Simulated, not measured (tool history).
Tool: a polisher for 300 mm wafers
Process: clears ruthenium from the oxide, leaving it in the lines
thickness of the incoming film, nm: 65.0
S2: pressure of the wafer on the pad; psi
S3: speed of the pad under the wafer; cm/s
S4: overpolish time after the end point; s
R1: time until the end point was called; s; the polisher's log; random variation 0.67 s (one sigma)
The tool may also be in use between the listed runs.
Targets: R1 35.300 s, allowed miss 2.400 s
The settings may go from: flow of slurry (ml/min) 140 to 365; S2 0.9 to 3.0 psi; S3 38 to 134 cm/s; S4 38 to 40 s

{"run": 1, "hour": 0.0, "flow of slurry (ml/min)": 235, "S2": 1.9, "S3": 86, "S4": 38, "R1": 66.065}
{"run": 2, "hour": 6.5, "flow of slurry (ml/min)": 235, "S2": 1.9, "S3": 86, "S4": 38, "R1": 66.016}
{"run": 3, "hour": 14.9, "flow of slurry (ml/min)": 235, "S2": 2.3, "S3": 86, "S4": 38, "R1": 55.791}
{"run": 4, "hour": 19.9, "flow of slurry (ml/min)": 235, "S2": 2.3, "S3": 70, "S4": 38, "R1": 65.836}
{"hour": 28.7, "done": "worn pad replaced by a new one"}
{"run": 5, "hour": 28.7, "flow of slurry (ml/min)": 240, "S2": 2.5, "S3": 78, "S4": 38, "R1": 49.044}
{"run": 6, "hour": 30.4, "flow of slurry (ml/min)": 240, "S2": 2.0, "S3": 78, "S4": 38, "R1": 61.562}
{"run": 7, "hour": 37.0, "flow of slurry (ml/min)": 270, "S2": 2.1, "S3": 80, "S4": 38, "R1": 56.352}
{"run": 8, "hour": 44.3, "flow of slurry (ml/min)": 290, "S2": 2.2, "S3": 82, "S4": 38, "R1": 53.694}

Which of these 4 next moves meets every target?
{"run": "A", "hour": 51.6, "flow of slurry (ml/min)": 275, "S2": 2.8, "S3": 74, "S4": 38, "R1": "?"}
{"run": "B", "hour": 51.6, "flow of slurry (ml/min)": 210, "S2": 1.1, "S3": 88, "S4": 40, "R1": "?"}
{"run": "C", "hour": 51.6, "flow of slurry (ml/min)": 340, "S2": 2.8, "S3": 94, "S4": 39, "R1": "?"}
{"run": "D", "hour": 51.6, "flow of slurry (ml/min)": 365, "S2": 3.0, "S3": 110, "S4": 40, "R1": "?"}

move=A R1=45.190
move=B R1=97.417
move=C R1=35.143
move=D R1=28.022
A: nearer than the last run, and not there yet
B: further off than the last run
C: meets every target
D: takes the result that was furthest off past its target
The right move is C.

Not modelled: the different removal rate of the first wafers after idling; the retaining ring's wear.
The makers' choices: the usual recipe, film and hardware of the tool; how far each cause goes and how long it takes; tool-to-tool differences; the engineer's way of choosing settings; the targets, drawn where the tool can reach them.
